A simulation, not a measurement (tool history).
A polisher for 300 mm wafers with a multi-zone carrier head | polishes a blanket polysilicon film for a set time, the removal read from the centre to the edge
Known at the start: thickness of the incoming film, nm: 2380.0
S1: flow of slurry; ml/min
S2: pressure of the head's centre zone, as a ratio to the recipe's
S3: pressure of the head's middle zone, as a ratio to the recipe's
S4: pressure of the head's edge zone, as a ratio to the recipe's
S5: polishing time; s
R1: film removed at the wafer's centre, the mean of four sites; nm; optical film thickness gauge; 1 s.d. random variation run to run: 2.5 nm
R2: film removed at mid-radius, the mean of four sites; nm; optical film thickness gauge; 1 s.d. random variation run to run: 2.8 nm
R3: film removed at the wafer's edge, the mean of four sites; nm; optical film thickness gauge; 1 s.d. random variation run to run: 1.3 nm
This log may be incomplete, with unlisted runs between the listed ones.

{"run": 1, "day": 0.0, "S1": 255, "S2": 1, "S3": 1, "S4": 1, "S5": 38, "R1": 266.23, "R2": 265.98, "R3": 273.56}
{"run": 2, "day": 0.192, "S1": 210, "S2": 1, "S3": 1, "S4": 1, "S5": 38, "R1": 259.46, "R2": 262.66, "R3": 267.22}
{"run": 3, "day": 0.279, "S1": 200, "S2": 0.96, "S3": 0.98, "S4": 0.97, "S5": 35, "R1": 227.1, "R2": 235.62, "R3": 244.79}
{"run": 4, "day": 0.638, "S1": 195, "S2": 0.94, "S3": 0.98, "S4": 0.94, "S5": 33, "R1": 214.18, "R2": 220.59, "R3": 224.98}
{"run": 5, "day": 0.992, "S1": 195, "S2": 0.94, "S3": 0.98, "S4": 0.94, "S5": 38, "R1": 238.48, "R2": 259.59, "R3": 259.45}
{"run": 6, "day": 1.058, "S1": 195, "S2": 0.87, "S3": 0.98, "S4": 0.94, "S5": 38, "R1": 221.88, "R2": 257.84, "R3": 259.26}
{"run": 7, "day": 1.279, "S1": 190, "S2": 0.86, "S3": 0.97, "S4": 0.91, "S5": 35, "R1": 205.74, "R2": 225.41, "R3": 234.74}
{"run": 8, "day": 1.412, "S1": 180, "S2": 0.85, "S3": 0.98, "S4": 0.89, "S5": 33, "R1": 191.98, "R2": 220.49, "R3": 215.5}
{"run": 9, "day": 1.717, "S1": 175, "S2": 0.84, "S3": 0.97, "S4": 0.88, "S5": 32, "R1": 180.31, "R2": 210.43, "R3": 208.92}

Run 10, settings as shown, results not yet in. Your forecast:
{"run": 10, "day": 2.05, "S1": 175, "S2": 0.84, "S3": 0.96, "S4": 0.86, "S5": 32, "R1": "?", "R2": "?", "R3": "?"}

Run 10 gave R1 181.26 nm, R2 209.59 nm, R3 204.41 nm.
